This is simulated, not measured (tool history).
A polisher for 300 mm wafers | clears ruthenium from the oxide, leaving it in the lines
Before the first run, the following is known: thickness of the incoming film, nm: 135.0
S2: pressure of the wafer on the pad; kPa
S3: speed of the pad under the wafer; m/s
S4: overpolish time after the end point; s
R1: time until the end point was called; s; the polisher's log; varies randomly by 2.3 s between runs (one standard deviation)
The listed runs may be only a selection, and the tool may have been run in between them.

{"run": 1, "hour": 0.0, "flow of slurry (ml/min)": 240, "S2": 17.2, "S3": 1.3, "S4": 43, "R1": 66.714}
{"run": 2, "hour": 8.6, "flow of slurry (ml/min)": 185, "S2": 17.2, "S3": 1.3, "S4": 43, "R1": 70.906}
{"run": 3, "hour": 15.4, "flow of slurry (ml/min)": 235, "S2": 17.2, "S3": 1.3, "S4": 43, "R1": 69.509}
{"run": 4, "hour": 17.9, "flow of slurry (ml/min)": 235, "S2": 17.2, "S3": 1.62, "S4": 43, "R1": 58.028}
{"run": 5, "hour": 23.3, "flow of slurry (ml/min)": 265, "S2": 17.2, "S3": 1.62, "S4": 43, "R1": 57.023}
{"run": 6, "hour": 31.9, "flow of slurry (ml/min)": 260, "S2": 14.5, "S3": 1.5, "S4": 43, "R1": 70.719}

The next listed run, before its measurement:
{"run": 7, "hour": 33.7, "flow of slurry (ml/min)": 255, "S2": 12.4, "S3": 1.4, "S4": 43, "R1": "?"}

R1: 87.545 s

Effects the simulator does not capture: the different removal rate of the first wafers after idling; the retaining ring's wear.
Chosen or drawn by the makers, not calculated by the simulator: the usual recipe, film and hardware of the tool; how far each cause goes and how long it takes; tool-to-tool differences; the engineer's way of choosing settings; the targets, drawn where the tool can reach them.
